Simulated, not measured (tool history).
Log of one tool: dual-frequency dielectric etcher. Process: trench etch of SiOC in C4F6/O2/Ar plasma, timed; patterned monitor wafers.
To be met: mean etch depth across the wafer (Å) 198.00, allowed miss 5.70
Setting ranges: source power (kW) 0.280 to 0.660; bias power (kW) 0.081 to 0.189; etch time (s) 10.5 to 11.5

run,hour,source power (kW),bias power (kW),etch time (s),mean etch depth across the wafer (Å)
1,0.0,0.470,0.135,11.5,236.01
2,4.9,0.440,0.131,11.5,224.12
3,11.8,0.420,0.130,11.5,217.85
4,16.3,0.420,0.130,11.5,220.73
5,20.5,0.480,0.130,11.5,237.58
6,23.6,0.540,0.130,11.5,253.27
7,26.6,0.500,0.127,11.5,240.81
8,27.8,0.470,0.125,11.5,232.85
9,31.0,0.450,0.123,11.5,225.26
10,39.3,0.430,0.121,11.5,219.92
11,45.6,0.410,0.120,11.5,211.98
12,47.2,0.400,0.119,11.5,207.79
13,52.3,0.390,0.119,11.5,205.08
14,60.8,0.390,0.119,11.5,205.76

Below are 5 possible settings for the next run. Only one of them brings all results inside the allowed miss of their targets. Which is it?
A,69.3,0.420,0.120,10.5,?
B,69.3,0.460,0.100,11.5,?
C,69.3,0.370,0.143,11.5,?
D,69.3,0.410,0.133,11.5,?
E,69.3,0.420,0.111,11.5,?

move,mean etch depth across the wafer (Å)
A,196.66
B,220.26
C,205.80
D,216.49
E,212.31
A: each result inside its tolerance
B: its largest miss is bigger than the last run's
C: about the same distance from the targets as the last run
D: its largest miss is bigger than the last run's
E: its largest miss is bigger than the last run's
Move A is the one to make.
